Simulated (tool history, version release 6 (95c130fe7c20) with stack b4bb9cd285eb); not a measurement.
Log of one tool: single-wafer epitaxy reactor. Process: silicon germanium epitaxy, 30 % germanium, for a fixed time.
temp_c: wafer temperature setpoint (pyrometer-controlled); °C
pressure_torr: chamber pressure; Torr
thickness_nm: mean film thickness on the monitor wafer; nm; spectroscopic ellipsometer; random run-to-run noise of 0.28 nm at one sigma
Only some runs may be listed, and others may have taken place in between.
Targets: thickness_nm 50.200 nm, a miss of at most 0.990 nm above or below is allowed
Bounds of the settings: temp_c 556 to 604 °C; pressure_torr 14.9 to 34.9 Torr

Run 1, hour 0.0: temp_c 580 °C, pressure_torr 24.9 Torr. Result: thickness_nm 45.034 nm.
Run 2, hour 5.5: temp_c 582 °C, pressure_torr 24.9 Torr. Result: thickness_nm 46.170 nm.
Run 3, hour 7.8: temp_c 576 °C, pressure_torr 24.9 Torr. Result: thickness_nm 41.792 nm.
Run 4, hour 16.2: temp_c 579 °C, pressure_torr 25.0 Torr. Result: thickness_nm 43.836 nm.
Run 5, hour 17.9: temp_c 579 °C, pressure_torr 29.4 Torr. Result: thickness_nm 46.099 nm.
Run 6, hour 19.5: temp_c 579 °C, pressure_torr 31.4 Torr. Result: thickness_nm 46.418 nm.
Run 7, hour 23.8: temp_c 580 °C, pressure_torr 31.4 Torr. Result: thickness_nm 46.976 nm.
At hour 29.4: capacitance manometer re-zeroed and calibrated.
Run 8, hour 29.4: temp_c 581 °C, pressure_torr 31.4 Torr. Result: thickness_nm 48.630 nm.

4 candidate next runs follow, results not yet known. Just one meets every target within its allowed miss. Identify it.
Run A, hour 35.0: temp_c 585 °C, pressure_torr 30.7 Torr. Result: thickness_nm ?.
Run B, hour 35.0: temp_c 586 °C, pressure_torr 32.9 Torr. Result: thickness_nm ?.
Run C, hour 35.0: temp_c 581 °C, pressure_torr 34.9 Torr. Result: thickness_nm ?.
Run D, hour 35.0: temp_c 581 °C, pressure_torr 29.4 Torr. Result: thickness_nm ?.

move  thickness_nm
   A        52.168
   B        54.017
   C        50.479
   D        48.249
A: the result that was furthest off in the last run now lies on the other side of its target
B: the result that was furthest off in the last run now lies on the other side of its target
C: hits every target within its allowed miss
D: its largest miss is bigger than the last run's
So the answer is move C, the one that meets all the targets.
